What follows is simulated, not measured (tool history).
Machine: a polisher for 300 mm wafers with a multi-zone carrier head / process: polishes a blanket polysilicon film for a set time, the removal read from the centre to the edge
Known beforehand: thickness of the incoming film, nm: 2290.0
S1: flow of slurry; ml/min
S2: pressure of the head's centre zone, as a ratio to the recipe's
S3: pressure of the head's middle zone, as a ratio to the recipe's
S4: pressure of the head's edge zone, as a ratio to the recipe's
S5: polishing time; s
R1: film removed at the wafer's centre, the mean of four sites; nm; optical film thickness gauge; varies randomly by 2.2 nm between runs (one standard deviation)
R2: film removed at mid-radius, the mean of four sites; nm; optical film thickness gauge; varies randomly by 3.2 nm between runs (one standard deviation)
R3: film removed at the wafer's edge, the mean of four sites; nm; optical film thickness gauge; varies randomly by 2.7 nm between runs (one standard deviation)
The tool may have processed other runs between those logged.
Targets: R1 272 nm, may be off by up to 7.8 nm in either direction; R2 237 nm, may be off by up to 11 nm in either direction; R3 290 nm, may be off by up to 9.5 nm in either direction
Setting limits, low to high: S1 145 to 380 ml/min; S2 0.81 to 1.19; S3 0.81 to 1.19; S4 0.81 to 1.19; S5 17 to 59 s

Run 1, hour 0: S1 245 ml/min, S2 1, S3 1, S4 1, S5 38 s. Result: R1 213.4 nm, R2 213.18 nm, R3 220.83 nm.
Run 2, hour 5.6: S1 250 ml/min, S2 1.02, S3 0.98, S4 1.05, S5 40 s. Result: R1 230.52 nm, R2 218.26 nm, R3 233.27 nm.
Run 3, hour 9.9: S1 250 ml/min, S2 1.02, S3 0.98, S4 1.05, S5 36 s. Result: R1 205.46 nm, R2 194.22 nm, R3 210.76 nm.
Run 4, hour 15.8: S1 245 ml/min, S2 1.01, S3 0.95, S4 1.08, S5 39 s. Result: R1 220.28 nm, R2 207.48 nm, R3 230.24 nm.
Run 5, hour 21.6: S1 245 ml/min, S2 1.01, S3 0.92, S4 1.11, S5 41 s. Result: R1 232.05 nm, R2 209.03 nm, R3 244.76 nm.
Run 6, hour 22.6: S1 250 ml/min, S2 1.01, S3 0.92, S4 1.13, S5 43 s. Result: R1 243.45 nm, R2 221.23 nm, R3 261.36 nm.
Run 7, hour 23.3: S1 260 ml/min, S2 1.02, S3 0.92, S4 1.15, S5 44 s. Result: R1 252.51 nm, R2 228.46 nm, R3 268.59 nm.
Run 8, hour 28.2: S1 260 ml/min, S2 1.02, S3 0.91, S4 1.16, S5 45 s. Result: R1 260.25 nm, R2 236.73 nm, R3 279.21 nm.
Run 9, hour 30.9: S1 265 ml/min, S2 1.03, S3 0.9, S4 1.17, S5 45 s. Result: R1 259.42 nm, R2 233.03 nm, R3 281.33 nm.

Next run, 5 choices. One meets every target within its allowed miss, the rest don't. Which?
Run A, hour 33.6: S1 260 ml/min, S2 0.96, S3 0.9, S4 1.19, S5 47 s. Result: R1 ?, R2 ?, R3 ?.
Run B, hour 33.6: S1 380 ml/min, S2 0.93, S3 0.89, S4 1.19, S5 46 s. Result: R1 ?, R2 ?, R3 ?.
Run C, hour 33.6: S1 365 ml/min, S2 1.07, S3 0.92, S4 1.13, S5 43 s. Result: R1 ?, R2 ?, R3 ?.
Run D, hour 33.6: S1 310 ml/min, S2 1.03, S3 0.89, S4 1.19, S5 46 s. Result: R1 ?, R2 ?, R3 ?.
Run E, hour 33.6: S1 290 ml/min, S2 0.88, S3 0.81, S4 1.19, S5 48 s. Result: R1 ?, R2 ?, R3 ?.

move      R1      R2      R3
   A  256.07  243.46  294.41
   B     253  245.21  296.67
   C  271.47  234.69  269.18
   D  274.87  240.65  292.52
   E  242.74  230.99  303.94
A: further off than the last run
B: further off than the last run
C: meets the target for the result that was furthest off, but another lies outside its allowed miss
D: in spec on every target
E: further off than the last run
D is the move that brings every result within its allowed miss.
